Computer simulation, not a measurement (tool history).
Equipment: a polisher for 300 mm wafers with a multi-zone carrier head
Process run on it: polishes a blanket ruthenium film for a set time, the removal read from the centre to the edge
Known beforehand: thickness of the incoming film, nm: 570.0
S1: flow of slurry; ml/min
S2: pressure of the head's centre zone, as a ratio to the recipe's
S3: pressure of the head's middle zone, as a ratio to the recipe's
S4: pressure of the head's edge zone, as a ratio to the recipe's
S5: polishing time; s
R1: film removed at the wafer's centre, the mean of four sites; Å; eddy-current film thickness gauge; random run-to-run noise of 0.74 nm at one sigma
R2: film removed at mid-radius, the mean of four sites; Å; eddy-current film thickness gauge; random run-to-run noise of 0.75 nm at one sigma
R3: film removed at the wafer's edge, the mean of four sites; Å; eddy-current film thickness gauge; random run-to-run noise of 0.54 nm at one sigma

run	hour	S1	S2	S3	S4	S5	R1	R2	R3
1	0.0	125	1.00	1.00	1.00	57	744.59	756.26	761.10
2	2.5	135	1.02	1.02	0.96	56	768.99	769.33	751.08
3	6.8	140	1.04	1.04	0.93	55	770.89	782.78	727.24
4	10.5	140	1.04	1.04	0.93	44	616.66	632.60	584.09
5	17.9	140	1.04	0.98	0.93	44	617.22	599.62	584.54
6	25.1	150	1.07	1.02	0.94	45	676.89	643.76	602.20
7	33.2	160	1.08	1.05	0.96	46	701.28	681.89	624.94
8	40.4	165	1.10	1.07	0.98	47	741.19	703.32	656.43

What will run 9 give?
9	41.9	170	1.11	1.09	0.98	47	?	?	?

Logged for run 9: R1 744.35 Å, R2 736.77 Å, R3 658.96 Å.

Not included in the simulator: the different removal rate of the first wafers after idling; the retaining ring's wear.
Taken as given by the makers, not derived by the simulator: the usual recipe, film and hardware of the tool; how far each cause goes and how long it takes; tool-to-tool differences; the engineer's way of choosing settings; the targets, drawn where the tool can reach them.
